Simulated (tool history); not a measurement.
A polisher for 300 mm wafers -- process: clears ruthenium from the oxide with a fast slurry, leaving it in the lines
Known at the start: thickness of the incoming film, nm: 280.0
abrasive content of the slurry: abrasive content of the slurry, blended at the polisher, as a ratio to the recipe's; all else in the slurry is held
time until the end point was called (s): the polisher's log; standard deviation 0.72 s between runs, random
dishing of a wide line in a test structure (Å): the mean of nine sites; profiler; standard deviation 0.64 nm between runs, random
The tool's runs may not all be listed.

run,day,flow of slurry (ml/min),pressure of the wafer on the pad (psi),speed of the pad under the wafer (cm/s),abrasive content of the slurry,overpolish time after the end point (s),time until the end point was called (s),dishing of a wide line in a test structure (Å)
1,0,145,2.2,122,1,22,73.914,583.46
2,0.254,140,2.2,122,1,22,73.602,583.3
3,0.604,140,2.2,122,1.15,22,68.632,620.68
4,0.783,140,2.5,122,1.15,22,59.679,666.53
5,1.038,140,2.4,122,1.15,22,62.124,651.41
6,1.096,140,2.3,122,1.15,22,65.463,638.6
7,1.288,140,2.2,122,1.15,22,67.945,611.77
8,1.383,130,2,122,1.15,22,76.395,566.19

Forecast run 9:
9,1.525,125,2,122,1.15,22,?,?

{"run 9": {"time until the end point was called (s)": 77.16, "dishing of a wide line in a test structure (Å)": 571.18}}
